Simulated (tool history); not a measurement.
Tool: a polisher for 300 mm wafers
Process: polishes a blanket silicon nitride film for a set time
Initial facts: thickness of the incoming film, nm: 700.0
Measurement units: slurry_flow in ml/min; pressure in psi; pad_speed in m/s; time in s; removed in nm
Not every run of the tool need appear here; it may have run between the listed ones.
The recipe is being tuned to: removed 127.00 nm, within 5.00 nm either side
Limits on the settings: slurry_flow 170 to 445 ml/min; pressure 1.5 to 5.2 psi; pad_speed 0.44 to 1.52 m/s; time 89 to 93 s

run 1 hour=0.0 | slurry_flow=285 pressure=3.3 pad_speed=0.98 time=89 | removed=165.46
run 2 hour=7.0 | slurry_flow=285 pressure=2.8 pad_speed=0.98 time=89 | removed=148.09
run 3 hour=13.9 | slurry_flow=285 pressure=2.6 pad_speed=0.98 time=89 | removed=143.07
run 4 hour=18.6 | slurry_flow=285 pressure=3.2 pad_speed=0.98 time=89 | removed=163.15
run 5 hour=23.2 | slurry_flow=285 pressure=3.2 pad_speed=0.98 time=93 | removed=170.30
run 6 hour=25.1 | slurry_flow=310 pressure=3.2 pad_speed=0.98 time=93 | removed=170.38
run 7 hour=27.0 | slurry_flow=310 pressure=2.9 pad_speed=0.98 time=93 | removed=158.58
run 8 hour=34.4 | slurry_flow=310 pressure=2.6 pad_speed=0.98 time=93 | removed=147.30
run 9 hour=41.0 | slurry_flow=310 pressure=2.4 pad_speed=0.98 time=93 | removed=143.09
run 10 hour=42.3 | slurry_flow=310 pressure=2.3 pad_speed=0.98 time=93 | removed=140.33
run 11 hour=48.5 | slurry_flow=310 pressure=2.2 pad_speed=0.98 time=93 | removed=132.28

Pick the move, out of 4, that brings all results within their allowed miss; only one does.
run A hour=54.7 | slurry_flow=300 pressure=2.2 pad_speed=1.02 time=93 | removed=?
run B hour=54.7 | slurry_flow=230 pressure=2.3 pad_speed=1.06 time=89 | removed=?
run C hour=54.7 | slurry_flow=280 pressure=2.5 pad_speed=0.98 time=89 | removed=?
run D hour=54.7 | slurry_flow=290 pressure=1.8 pad_speed=1.04 time=93 | removed=?

move=A removed=137.09
move=B removed=136.42
move=C removed=136.75
move=D removed=123.86
A: moves away from the targets compared with the last run
B: moves away from the targets compared with the last run
C: moves away from the targets compared with the last run
D: every result lands within tolerance
Answer: D
